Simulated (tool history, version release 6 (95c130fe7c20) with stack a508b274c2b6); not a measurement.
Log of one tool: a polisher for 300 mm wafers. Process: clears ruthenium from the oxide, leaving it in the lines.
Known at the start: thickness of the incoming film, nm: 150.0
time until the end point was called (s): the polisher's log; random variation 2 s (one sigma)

run	hour	flow of slurry (ml/min)	pressure of the wafer on the pad (psi)	speed of the pad under the wafer (m/s)	overpolish time after the end point (s)	time until the end point was called (s)
1	0.0	165	2.8	1.24	4	80.717
2	7.5	165	2.8	1.50	4	67.814
3	9.5	160	2.3	1.40	4	86.549
4	11.6	160	2.0	1.32	4	104.310
5	12.5	160	1.8	1.30	4	118.570
6	15.7	160	1.8	1.30	4	118.900

Forecast run 7:
7	20.7	160	1.7	1.30	4	?

{"run 7": {"time until the end point was called (s)": 124.36}}

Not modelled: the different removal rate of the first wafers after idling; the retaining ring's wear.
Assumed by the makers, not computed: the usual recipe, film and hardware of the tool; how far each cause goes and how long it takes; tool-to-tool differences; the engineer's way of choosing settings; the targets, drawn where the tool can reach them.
